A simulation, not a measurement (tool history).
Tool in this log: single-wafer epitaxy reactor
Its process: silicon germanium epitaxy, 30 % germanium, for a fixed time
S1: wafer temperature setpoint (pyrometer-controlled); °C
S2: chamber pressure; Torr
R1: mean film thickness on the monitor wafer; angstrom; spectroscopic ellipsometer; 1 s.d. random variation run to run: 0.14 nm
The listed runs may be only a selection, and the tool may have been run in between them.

run  hour   S1    S2      R1
  1     0  610  22.2  784.92
  2   7.2  610    20  742.49
  3   8.7  601    20   618.9
  4  12.3  601  21.4  644.09
  5  20.3  609  21.4  755.79
  6  26.1  607  21.4   727.1
  7  33.4  607  21.4  728.08

What will run 8 give?
  8  34.2  606  21.4   ?

{"run 8": {"R1": 714.71}}
